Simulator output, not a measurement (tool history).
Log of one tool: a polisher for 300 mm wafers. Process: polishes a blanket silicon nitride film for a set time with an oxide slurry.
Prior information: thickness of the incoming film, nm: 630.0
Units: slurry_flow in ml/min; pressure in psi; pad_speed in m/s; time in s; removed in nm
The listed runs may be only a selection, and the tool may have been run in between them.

run 1 day=0 | slurry_flow=280 pressure=2.5 pad_speed=1.14 slurry_solids=1 time=103 | removed=59.632
run 2 day=0.354 | slurry_flow=280 pressure=2.7 pad_speed=1.14 slurry_solids=1 time=103 | removed=62.077
run 3 day=0.629 | slurry_flow=280 pressure=2.7 pad_speed=1.14 slurry_solids=1 time=103 | removed=62.199
run 4 day=0.892 | slurry_flow=280 pressure=2.9 pad_speed=1.14 slurry_solids=1 time=103 | removed=65.328
run 5 day=1.133 | slurry_flow=280 pressure=2.6 pad_speed=1.14 slurry_solids=1 time=103 | removed=60.984
run 6 day=1.329 | slurry_flow=280 pressure=2.9 pad_speed=1.14 slurry_solids=1 time=103 | removed=65.22
run 7 day=1.642 | slurry_flow=280 pressure=3.1 pad_speed=1.14 slurry_solids=1 time=103 | removed=67.862
run 8 day=2.017 | slurry_flow=280 pressure=3.3 pad_speed=1.14 slurry_solids=1 time=103 | removed=71.908

Forecast run 9:
run 9 day=2.058 | slurry_flow=280 pressure=3.4 pad_speed=1.14 slurry_solids=1 time=103 | removed=?

Run 9 produced removed 73.729 nm.
